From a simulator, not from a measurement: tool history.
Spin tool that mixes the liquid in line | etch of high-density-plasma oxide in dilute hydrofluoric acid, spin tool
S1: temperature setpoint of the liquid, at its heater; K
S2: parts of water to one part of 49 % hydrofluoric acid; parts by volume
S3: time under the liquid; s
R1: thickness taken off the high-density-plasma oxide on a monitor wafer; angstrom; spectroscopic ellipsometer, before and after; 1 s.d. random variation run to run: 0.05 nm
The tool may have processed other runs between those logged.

run,day,S1,S2,S3,R1
1,0.000,296.15,215,305,68.560
2,0.112,296.15,215,305,68.623
3,0.221,296.15,215,330,73.426
4,0.288,295.15,215,330,70.165
5,0.542,294.65,215,330,70.462
6,0.908,294.15,215,330,69.243

Run 7 has not been measured yet. What should we expect?
7,1.025,293.65,215,330,?

R1: 66.712 angstrom
